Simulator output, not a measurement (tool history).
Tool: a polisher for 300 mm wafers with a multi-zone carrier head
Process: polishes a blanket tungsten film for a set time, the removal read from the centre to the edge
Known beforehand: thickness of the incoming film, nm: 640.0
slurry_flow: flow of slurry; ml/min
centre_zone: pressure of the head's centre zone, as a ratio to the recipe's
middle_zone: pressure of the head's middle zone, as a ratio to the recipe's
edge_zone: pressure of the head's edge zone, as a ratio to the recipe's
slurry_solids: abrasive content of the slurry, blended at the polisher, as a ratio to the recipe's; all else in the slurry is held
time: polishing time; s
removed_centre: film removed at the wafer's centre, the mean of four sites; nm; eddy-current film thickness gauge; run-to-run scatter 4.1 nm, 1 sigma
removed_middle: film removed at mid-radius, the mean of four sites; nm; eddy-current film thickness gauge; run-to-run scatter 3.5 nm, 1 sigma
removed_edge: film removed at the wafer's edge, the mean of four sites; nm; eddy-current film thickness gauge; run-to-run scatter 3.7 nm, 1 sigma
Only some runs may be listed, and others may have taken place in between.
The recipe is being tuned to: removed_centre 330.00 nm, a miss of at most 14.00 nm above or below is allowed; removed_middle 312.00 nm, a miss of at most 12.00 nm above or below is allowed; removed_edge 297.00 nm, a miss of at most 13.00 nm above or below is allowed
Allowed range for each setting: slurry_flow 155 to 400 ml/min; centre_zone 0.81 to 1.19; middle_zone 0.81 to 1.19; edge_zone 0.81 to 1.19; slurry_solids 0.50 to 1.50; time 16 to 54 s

run 1 hour=0.0 | slurry_flow=255 centre_zone=1.00 middle_zone=1.00 edge_zone=1.00 slurry_solids=1.00 time=35 | removed_centre=228.78 removed_middle=230.58 removed_edge=241.79
run 2 hour=3.6 | slurry_flow=255 centre_zone=1.07 middle_zone=1.00 edge_zone=1.00 slurry_solids=1.00 time=35 | removed_centre=248.69 removed_middle=238.67 removed_edge=236.39
run 3 hour=12.4 | slurry_flow=255 centre_zone=1.07 middle_zone=1.00 edge_zone=1.08 slurry_solids=1.00 time=35 | removed_centre=244.44 removed_middle=238.39 removed_edge=249.82
run 4 hour=17.0 | slurry_flow=255 centre_zone=1.07 middle_zone=0.97 edge_zone=1.08 slurry_solids=1.00 time=35 | removed_centre=245.06 removed_middle=235.41 removed_edge=246.89
run 5 hour=23.3 | slurry_flow=255 centre_zone=1.07 middle_zone=0.97 edge_zone=1.08 slurry_solids=1.00 time=31 | removed_centre=222.58 removed_middle=207.23 removed_edge=217.18
run 6 hour=26.7 | slurry_flow=255 centre_zone=1.10 middle_zone=0.97 edge_zone=1.08 slurry_solids=1.00 time=31 | removed_centre=225.56 removed_middle=206.67 removed_edge=222.12
run 7 hour=32.4 | slurry_flow=265 centre_zone=1.12 middle_zone=1.00 edge_zone=1.07 slurry_solids=1.10 time=32 | removed_centre=242.49 removed_middle=221.98 removed_edge=235.01
run 8 hour=34.1 | slurry_flow=270 centre_zone=1.14 middle_zone=1.03 edge_zone=1.04 slurry_solids=1.15 time=34 | removed_centre=267.42 removed_middle=242.90 removed_edge=251.92
run 9 hour=38.4 | slurry_flow=270 centre_zone=1.15 middle_zone=1.06 edge_zone=1.02 slurry_solids=1.20 time=35 | removed_centre=275.58 removed_middle=254.80 removed_edge=251.75
run 10 hour=42.5 | slurry_flow=280 centre_zone=1.16 middle_zone=1.08 edge_zone=1.02 slurry_solids=1.25 time=36 | removed_centre=294.48 removed_middle=270.37 removed_edge=258.12
run 11 hour=46.3 | slurry_flow=270 centre_zone=1.14 middle_zone=1.12 edge_zone=1.12 slurry_solids=1.50 time=39 | removed_centre=327.57 removed_middle=317.66 removed_edge=309.66

Exactly one of the 4 candidate moves below puts every result within its allowed miss. Which one?
run A hour=50.1 | slurry_flow=250 centre_zone=1.08 middle_zone=1.12 edge_zone=1.14 slurry_solids=1.50 time=41 | removed_centre=? removed_middle=? removed_edge=?
run B hour=50.1 | slurry_flow=325 centre_zone=1.18 middle_zone=1.04 edge_zone=1.11 slurry_solids=1.50 time=37 | removed_centre=? removed_middle=? removed_edge=?
run C hour=50.1 | slurry_flow=240 centre_zone=1.14 middle_zone=1.17 edge_zone=1.03 slurry_solids=1.40 time=40 | removed_centre=? removed_middle=? removed_edge=?
run D hour=50.1 | slurry_flow=275 centre_zone=1.08 middle_zone=1.05 edge_zone=1.19 slurry_solids=1.50 time=41 | removed_centre=? removed_middle=? removed_edge=?

move=A removed_centre=321.55 removed_middle=323.52 removed_edge=331.00
move=B removed_centre=326.43 removed_middle=289.09 removed_edge=300.73
move=C removed_centre=324.04 removed_middle=315.52 removed_edge=300.52
move=D removed_centre=325.12 removed_middle=316.86 removed_edge=341.26
A: lands further from the targets than the last run did
B: puts the biggest miss on target and leaves a different result outside tolerance
C: in spec on every target
D: lands further from the targets than the last run did
The right move is C.
